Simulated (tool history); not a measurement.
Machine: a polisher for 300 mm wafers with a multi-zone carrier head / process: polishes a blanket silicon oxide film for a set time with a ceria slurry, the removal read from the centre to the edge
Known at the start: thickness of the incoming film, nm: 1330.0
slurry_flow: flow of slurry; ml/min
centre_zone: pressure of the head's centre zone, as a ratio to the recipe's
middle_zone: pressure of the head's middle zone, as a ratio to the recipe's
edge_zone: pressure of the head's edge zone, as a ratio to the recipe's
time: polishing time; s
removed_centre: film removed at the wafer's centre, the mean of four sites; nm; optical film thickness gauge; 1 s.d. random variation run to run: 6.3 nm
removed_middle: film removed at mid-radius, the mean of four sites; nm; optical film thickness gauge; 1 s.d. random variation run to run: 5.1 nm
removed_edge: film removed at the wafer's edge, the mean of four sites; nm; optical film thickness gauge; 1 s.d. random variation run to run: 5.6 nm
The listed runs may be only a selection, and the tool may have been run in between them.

run 1 hour=0 | slurry_flow=130 centre_zone=1 middle_zone=1 edge_zone=1 time=58 | removed_centre=375.06 removed_middle=382.21 removed_edge=385.69
run 2 hour=4.2 | slurry_flow=130 centre_zone=1 middle_zone=1.03 edge_zone=1 time=58 | removed_centre=379.39 removed_middle=388.68 removed_edge=379.63
run 3 hour=5.9 | slurry_flow=130 centre_zone=1 middle_zone=0.99 edge_zone=1 time=58 | removed_centre=384.3 removed_middle=384.61 removed_edge=386.53
run 4 hour=13.8 | slurry_flow=110 centre_zone=1 middle_zone=0.99 edge_zone=1 time=58 | removed_centre=365.01 removed_middle=371.71 removed_edge=373.83
run 5 hour=19.2 | slurry_flow=120 centre_zone=1.02 middle_zone=1 edge_zone=1.02 time=60 | removed_centre=397.45 removed_middle=389.09 removed_edge=402.1
run 6 hour=26.2 | slurry_flow=90 centre_zone=1.02 middle_zone=1 edge_zone=1.02 time=60 | removed_centre=358.11 removed_middle=365.2 removed_edge=376.16
run 7 hour=30.2 | slurry_flow=105 centre_zone=1.03 middle_zone=1.01 edge_zone=1.03 time=61 | removed_centre=386.07 removed_middle=390.06 removed_edge=405.22
run 8 hour=32.4 | slurry_flow=140 centre_zone=1.13 middle_zone=1.05 edge_zone=1.04 time=62 | removed_centre=459.95 removed_middle=433.4 removed_edge=429.57
run 9 hour=35.7 | slurry_flow=145 centre_zone=1.14 middle_zone=1.05 edge_zone=1.06 time=63 | removed_centre=469.27 removed_middle=441.16 removed_edge=430.82
run 10 hour=37.3 | slurry_flow=145 centre_zone=1.14 middle_zone=1.04 edge_zone=1.07 time=65 | removed_centre=480.81 removed_middle=456.38 removed_edge=462.27
run 11 hour=40.1 | slurry_flow=150 centre_zone=1.15 middle_zone=1.03 edge_zone=1.07 time=65 | removed_centre=504.68 removed_middle=448.61 removed_edge=451.36
run 12 hour=48.1 | slurry_flow=155 centre_zone=1.15 middle_zone=1.03 edge_zone=1.09 time=66 | removed_centre=504.82 removed_middle=474.55 removed_edge=463.87
run 13 hour=54.7 | slurry_flow=160 centre_zone=1.19 middle_zone=0.93 edge_zone=1.14 time=71 | removed_centre=567.25 removed_middle=458.86 removed_edge=527.28
run 14 hour=57 | slurry_flow=160 centre_zone=1.18 middle_zone=0.94 edge_zone=1.13 time=71 | removed_centre=549.94 removed_middle=468.83 removed_edge=521.93
-- hour=58.2 slurry nozzle cleaned
run 15 hour=58.2 | slurry_flow=160 centre_zone=1.18 middle_zone=0.95 edge_zone=1.13 time=71 | removed_centre=580.24 removed_middle=489.05 removed_edge=531.95

Run 16 is up next; what results do you expect?
run 16 hour=59.3 | slurry_flow=160 centre_zone=1.18 middle_zone=0.95 edge_zone=1.13 time=71 | removed_centre=? removed_middle=? removed_edge=?

{"run 16": {"removed_centre": 595.13, "removed_middle": 501.22, "removed_edge": 536.98}}
